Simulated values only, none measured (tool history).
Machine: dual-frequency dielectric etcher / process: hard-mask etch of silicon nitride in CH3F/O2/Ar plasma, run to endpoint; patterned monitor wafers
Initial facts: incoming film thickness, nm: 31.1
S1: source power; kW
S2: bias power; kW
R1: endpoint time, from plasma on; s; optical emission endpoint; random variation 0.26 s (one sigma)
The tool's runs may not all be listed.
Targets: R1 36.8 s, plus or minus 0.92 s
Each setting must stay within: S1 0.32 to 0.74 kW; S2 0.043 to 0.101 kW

| run | hour | S1 | S2 | R1 |
|---|---|---|---|---|
| 1 | 0 | 0.53 | 0.072 | 41.397 |
| 2 | 6.6 | 0.56 | 0.073 | 40.708 |
| 3 | 13.6 | 0.59 | 0.075 | 39.244 |
| 4 | 19.5 | 0.5 | 0.075 | 41.577 |
| 5 | 23.6 | 0.53 | 0.077 | 40.977 |
| 6 | 30.7 | 0.58 | 0.077 | 39.691 |
| 7 | 39.4 | 0.6 | 0.079 | 38.325 |
| 8 | 45.6 | 0.61 | 0.079 | 38.39 |
| 9 | 48.5 | 0.62 | 0.08 | 37.815 |

Which of these 4 next moves meets every target?
| A | 51.4 | 0.73 | 0.071 | ? |
| B | 51.4 | 0.61 | 0.073 | ? |
| C | 51.4 | 0.74 | 0.083 | ? |
| D | 51.4 | 0.6 | 0.075 | ? |

| move | R1 |
|---|---|
| A | 37.24 |
| B | 39.454 |
| C | 35.2 |
| D | 39.342 |
A: hits every target within its allowed miss
B: further off than the last run
C: carries the result that was furthest off beyond its target, to the other side
D: further off than the last run
A meets every target.

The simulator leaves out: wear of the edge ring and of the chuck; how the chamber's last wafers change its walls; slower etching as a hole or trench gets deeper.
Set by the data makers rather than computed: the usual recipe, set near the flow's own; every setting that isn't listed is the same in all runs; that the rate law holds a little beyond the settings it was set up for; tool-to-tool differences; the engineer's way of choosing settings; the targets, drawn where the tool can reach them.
